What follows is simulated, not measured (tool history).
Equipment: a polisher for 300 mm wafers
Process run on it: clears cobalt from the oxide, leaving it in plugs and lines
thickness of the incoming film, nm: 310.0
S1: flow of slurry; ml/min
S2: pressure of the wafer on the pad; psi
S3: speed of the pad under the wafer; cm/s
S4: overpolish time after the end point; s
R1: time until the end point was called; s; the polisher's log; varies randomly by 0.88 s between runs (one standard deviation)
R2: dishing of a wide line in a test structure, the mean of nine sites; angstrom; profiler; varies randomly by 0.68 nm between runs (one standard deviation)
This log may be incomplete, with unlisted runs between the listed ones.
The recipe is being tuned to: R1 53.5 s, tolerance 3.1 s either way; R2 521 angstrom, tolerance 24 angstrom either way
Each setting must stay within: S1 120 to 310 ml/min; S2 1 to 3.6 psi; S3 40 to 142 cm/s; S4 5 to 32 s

run	hour	S1	S2	S3	S4	R1	R2
1	0	200	2.3	90	16	85.154	405.27
2	6.9	200	2.3	90	20	81.588	463.21
3	14	200	2.3	90	25	84.728	509.58
4	17	200	2.3	110	25	74.127	530.04
5	25.4	245	2.3	110	25	73.309	537.94
6	32.9	195	2.3	110	25	71.824	524.73
7	41.6	195	2.4	112	24	67.5	535.46
8	45.2	195	2.5	114	23	66.928	538.27
9	49.5	195	2.6	118	22	62.87	549.36
# hour 54.1: slurry nozzle cleaned
10	54.1	195	2.6	122	21	60.737	548.96

Next run, 4 choices. One meets every target within its allowed miss, the rest don't. Which?
A	58.7	245	2.7	104	27	?	?
B	58.7	165	3.5	94	25	?	?
C	58.7	170	2.5	122	31	?	?
D	58.7	200	2.8	124	17	?	?

move	R1	R2
A	61.969	567.42
B	53.754	574.89
C	62.516	583.05
D	54.257	512.77
A: moves away from the targets compared with the last run
B: corrects the largest miss of the last run, while another result sits out of spec
C: moves away from the targets compared with the last run
D: meets every target
D is the move that brings every result within its allowed miss.
